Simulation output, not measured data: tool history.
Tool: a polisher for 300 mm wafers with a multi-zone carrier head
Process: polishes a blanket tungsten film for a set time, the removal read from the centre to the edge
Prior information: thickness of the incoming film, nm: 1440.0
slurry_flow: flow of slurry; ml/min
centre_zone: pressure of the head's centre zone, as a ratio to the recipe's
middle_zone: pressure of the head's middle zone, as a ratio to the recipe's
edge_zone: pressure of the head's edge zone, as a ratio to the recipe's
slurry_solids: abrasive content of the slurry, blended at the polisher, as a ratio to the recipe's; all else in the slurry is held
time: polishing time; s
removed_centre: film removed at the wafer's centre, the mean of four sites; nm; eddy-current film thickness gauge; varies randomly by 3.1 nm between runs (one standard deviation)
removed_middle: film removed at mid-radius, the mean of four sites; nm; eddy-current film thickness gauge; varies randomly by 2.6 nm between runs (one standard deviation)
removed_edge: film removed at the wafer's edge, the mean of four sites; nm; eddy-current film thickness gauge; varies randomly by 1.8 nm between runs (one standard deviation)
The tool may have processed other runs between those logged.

run 1 hour=0 | slurry_flow=150 centre_zone=1 middle_zone=1 edge_zone=1 slurry_solids=1 time=34 | removed_centre=260.79 removed_middle=256.4 removed_edge=269.01
run 2 hour=5.2 | slurry_flow=150 centre_zone=1 middle_zone=0.95 edge_zone=1 slurry_solids=1 time=34 | removed_centre=249.31 removed_middle=250.12 removed_edge=267.9
run 3 hour=13.8 | slurry_flow=150 centre_zone=1 middle_zone=1.03 edge_zone=1 slurry_solids=1 time=34 | removed_centre=259.25 removed_middle=265.92 removed_edge=267.48
run 4 hour=18.6 | slurry_flow=150 centre_zone=1 middle_zone=1.03 edge_zone=1 slurry_solids=1 time=28 | removed_centre=211.64 removed_middle=220.48 removed_edge=219.98
run 5 hour=22 | slurry_flow=150 centre_zone=1 middle_zone=1.03 edge_zone=0.93 slurry_solids=1 time=28 | removed_centre=213.63 removed_middle=219.12 removed_edge=216.35
run 6 hour=25.3 | slurry_flow=155 centre_zone=1.01 middle_zone=1 edge_zone=0.95 slurry_solids=1 time=28 | removed_centre=216.66 removed_middle=214.12 removed_edge=218.44
run 7 hour=31.6 | slurry_flow=160 centre_zone=1.02 middle_zone=0.97 edge_zone=0.97 slurry_solids=1 time=28 | removed_centre=220.45 removed_middle=209.66 removed_edge=223.5
run 8 hour=36.5 | slurry_flow=165 centre_zone=1.02 middle_zone=0.95 edge_zone=0.98 slurry_solids=1 time=28 | removed_centre=217.61 removed_middle=211.17 removed_edge=224.59
run 9 hour=38.5 | slurry_flow=165 centre_zone=1.03 middle_zone=0.93 edge_zone=1 slurry_solids=1 time=28 | removed_centre=215.44 removed_middle=201.93 removed_edge=223.67
run 10 hour=41.3 | slurry_flow=170 centre_zone=1.04 middle_zone=0.92 edge_zone=1.01 slurry_solids=1 time=28 | removed_centre=229.32 removed_middle=203.71 removed_edge=225.72
run 11 hour=46.3 | slurry_flow=170 centre_zone=1.04 middle_zone=0.91 edge_zone=1.02 slurry_solids=1 time=28 | removed_centre=223.74 removed_middle=202.71 removed_edge=227.87
run 12 hour=49.9 | slurry_flow=175 centre_zone=1.04 middle_zone=0.9 edge_zone=1.03 slurry_solids=1 time=28 | removed_centre=223.7 removed_middle=202.07 removed_edge=229.05

Predict the results of run 13:
run 13 hour=52.8 | slurry_flow=180 centre_zone=1.04 middle_zone=0.89 edge_zone=1.04 slurry_solids=1 time=28 | removed_centre=? removed_middle=? removed_edge=?

removed_centre: 225.01 nm
removed_middle: 198.58 nm
removed_edge: 232.16 nm
